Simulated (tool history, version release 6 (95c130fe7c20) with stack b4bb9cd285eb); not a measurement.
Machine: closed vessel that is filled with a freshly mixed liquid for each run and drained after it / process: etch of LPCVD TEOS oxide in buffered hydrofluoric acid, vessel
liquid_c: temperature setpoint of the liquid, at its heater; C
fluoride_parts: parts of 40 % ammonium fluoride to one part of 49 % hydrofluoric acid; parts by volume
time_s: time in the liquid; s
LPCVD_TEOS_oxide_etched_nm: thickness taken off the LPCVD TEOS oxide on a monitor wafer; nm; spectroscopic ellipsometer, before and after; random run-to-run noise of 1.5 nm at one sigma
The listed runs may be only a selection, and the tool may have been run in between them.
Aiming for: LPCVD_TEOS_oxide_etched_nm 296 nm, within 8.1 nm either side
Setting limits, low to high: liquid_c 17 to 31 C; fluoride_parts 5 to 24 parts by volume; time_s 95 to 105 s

{"run": 1, "hour": 0.0, "liquid_c": 23, "fluoride_parts": 14.5, "time_s": 95, "LPCVD_TEOS_oxide_etched_nm": 194.88}
{"run": 2, "hour": 6.2, "liquid_c": 26.5, "fluoride_parts": 14.5, "time_s": 95, "LPCVD_TEOS_oxide_etched_nm": 236.16}
{"run": 3, "hour": 11.7, "liquid_c": 27.5, "fluoride_parts": 14.5, "time_s": 95, "LPCVD_TEOS_oxide_etched_nm": 248.74}
{"run": 4, "hour": 19.2, "liquid_c": 28, "fluoride_parts": 14.5, "time_s": 95, "LPCVD_TEOS_oxide_etched_nm": 254.7}
{"run": 5, "hour": 23.4, "liquid_c": 28.5, "fluoride_parts": 14.5, "time_s": 95, "LPCVD_TEOS_oxide_etched_nm": 263.36}
{"run": 6, "hour": 32.1, "liquid_c": 29, "fluoride_parts": 14.5, "time_s": 95, "LPCVD_TEOS_oxide_etched_nm": 268.09}
{"run": 7, "hour": 38.8, "liquid_c": 29.5, "fluoride_parts": 14.5, "time_s": 95, "LPCVD_TEOS_oxide_etched_nm": 274.84}
{"run": 8, "hour": 46.1, "liquid_c": 30, "fluoride_parts": 14.5, "time_s": 95, "LPCVD_TEOS_oxide_etched_nm": 281.82}

Of the 4 settings listed for the next run, only one would bring every result within its allowed miss of target. Which one?
{"run": "A", "hour": 53.4, "liquid_c": 31, "fluoride_parts": 14.5, "time_s": 100, "LPCVD_TEOS_oxide_etched_nm": "?"}
{"run": "B", "hour": 53.4, "liquid_c": 30.5, "fluoride_parts": 13.5, "time_s": 95, "LPCVD_TEOS_oxide_etched_nm": "?"}
{"run": "C", "hour": 53.4, "liquid_c": 31, "fluoride_parts": 16, "time_s": 95, "LPCVD_TEOS_oxide_etched_nm": "?"}
{"run": "D", "hour": 53.4, "liquid_c": 29.5, "fluoride_parts": 15, "time_s": 105, "LPCVD_TEOS_oxide_etched_nm": "?"}

move=A LPCVD_TEOS_oxide_etched_nm=314.83
move=B LPCVD_TEOS_oxide_etched_nm=312.47
move=C LPCVD_TEOS_oxide_etched_nm=271.58
move=D LPCVD_TEOS_oxide_etched_nm=295.55
A: takes the biggest miss from the last run beyond its target
B: takes the biggest miss from the last run beyond its target
C: further off than the last run
D: all results land within tolerance of their targets
Correct choice: D, which meets every target
